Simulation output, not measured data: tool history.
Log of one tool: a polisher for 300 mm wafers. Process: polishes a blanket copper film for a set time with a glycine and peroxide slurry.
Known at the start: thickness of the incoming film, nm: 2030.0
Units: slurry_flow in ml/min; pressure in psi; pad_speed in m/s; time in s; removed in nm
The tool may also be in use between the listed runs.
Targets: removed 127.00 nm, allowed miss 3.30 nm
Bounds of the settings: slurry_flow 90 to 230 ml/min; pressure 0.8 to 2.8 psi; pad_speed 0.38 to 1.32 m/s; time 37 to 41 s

run 1 hour=0.0 | slurry_flow=150 pressure=1.8 pad_speed=0.84 time=41 | removed=155.26
run 2 hour=8.9 | slurry_flow=130 pressure=1.8 pad_speed=0.84 time=41 | removed=147.31
run 3 hour=17.8 | slurry_flow=120 pressure=1.7 pad_speed=0.84 time=41 | removed=140.78
run 4 hour=21.2 | slurry_flow=120 pressure=1.7 pad_speed=0.64 time=41 | removed=118.77
run 5 hour=24.1 | slurry_flow=120 pressure=1.7 pad_speed=0.50 time=41 | removed=103.91
run 6 hour=33.2 | slurry_flow=120 pressure=1.7 pad_speed=0.50 time=41 | removed=104.39
run 7 hour=40.3 | slurry_flow=140 pressure=1.8 pad_speed=0.50 time=41 | removed=112.71
run 8 hour=45.6 | slurry_flow=155 pressure=1.8 pad_speed=0.50 time=41 | removed=113.11
run 9 hour=46.7 | slurry_flow=165 pressure=1.9 pad_speed=0.50 time=41 | removed=118.33
run 10 hour=49.7 | slurry_flow=170 pressure=1.9 pad_speed=0.50 time=41 | removed=118.90

5 next moves are on the table. One of them brings every result within its allowed miss. Which?
run A hour=52.7 | slurry_flow=135 pressure=2.2 pad_speed=0.46 time=41 | removed=?
run B hour=52.7 | slurry_flow=170 pressure=2.0 pad_speed=0.48 time=41 | removed=?
run C hour=52.7 | slurry_flow=175 pressure=2.0 pad_speed=0.50 time=39 | removed=?
run D hour=52.7 | slurry_flow=155 pressure=2.2 pad_speed=0.54 time=39 | removed=?
run E hour=52.7 | slurry_flow=170 pressure=2.2 pad_speed=0.44 time=40 | removed=?

move=A removed=119.63
move=B removed=120.28
move=C removed=117.52
move=D removed=128.01
move=E removed=119.04
A: nearer than the last run, and not there yet
B: nearer than the last run, and not there yet
C: further off than the last run
D: meets every target
E: as far off as the last run
Answer: D
